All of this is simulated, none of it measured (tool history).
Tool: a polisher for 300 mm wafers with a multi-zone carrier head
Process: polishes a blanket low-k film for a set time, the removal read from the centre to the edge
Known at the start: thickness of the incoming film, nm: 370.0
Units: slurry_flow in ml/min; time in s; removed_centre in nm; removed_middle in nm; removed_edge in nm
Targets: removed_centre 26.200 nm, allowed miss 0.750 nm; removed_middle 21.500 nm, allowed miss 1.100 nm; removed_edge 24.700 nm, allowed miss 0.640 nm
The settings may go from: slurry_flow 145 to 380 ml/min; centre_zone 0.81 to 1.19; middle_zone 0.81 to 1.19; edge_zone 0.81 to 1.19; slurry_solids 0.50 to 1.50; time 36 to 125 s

run  hour  slurry_flow  centre_zone  middle_zone  edge_zone  slurry_solids  time  removed_centre  removed_middle  removed_edge
  1   0.0          245         1.00         1.00       1.00           1.00    80          29.951          30.918        30.514
  2   5.2          245         1.00         1.00       1.00           0.85    80          28.015          29.044        28.552
  3   9.3          245         1.07         1.00       1.00           0.85    80          30.089          28.553        28.187
  4  18.3          230         1.07         0.95       0.99           0.80    80          28.813          26.418        27.565
  5  26.7          220         1.07         0.91       0.96           0.75    80          27.949          25.454        26.537
  6  31.0          215         1.08         0.88       0.96           0.70    80          27.172          23.679        25.714
  7  32.3          210         1.08         0.86       0.95           0.70    80          27.562          23.610        25.567
  8  41.3          205         1.08         0.85       0.96           0.70    80          27.338          23.186        25.778
  9  44.4          200         1.08         0.84       0.96           0.70    80          26.966          22.479        25.177
 10  53.2          195         1.08         0.83       0.96           0.70    80          26.975          22.476        25.464

4 next moves are on the table. One of them brings every result within its allowed miss. Which?
  A  62.0          180         1.19         0.81       1.05           0.75    69               ?               ?             ?
  B  62.0          220         1.16         0.81       0.94           0.75    76               ?               ?             ?
  C  62.0          165         1.10         0.84       0.98           1.05    67               ?               ?             ?
  D  62.0          180         1.17         0.81       1.13           0.65    75               ?               ?             ?

move  removed_centre  removed_middle  removed_edge
   A          26.151          18.889        22.807
   B          29.079          21.470        24.508
   C          26.292          21.225        24.226
   D          26.368          19.373        24.176
A: takes the result that was furthest off past its target
B: brings the result that was furthest off to its target, and leaves another outside
C: meets every target
D: brings the result that was furthest off to its target, and leaves another outside
Move C is the one to make.
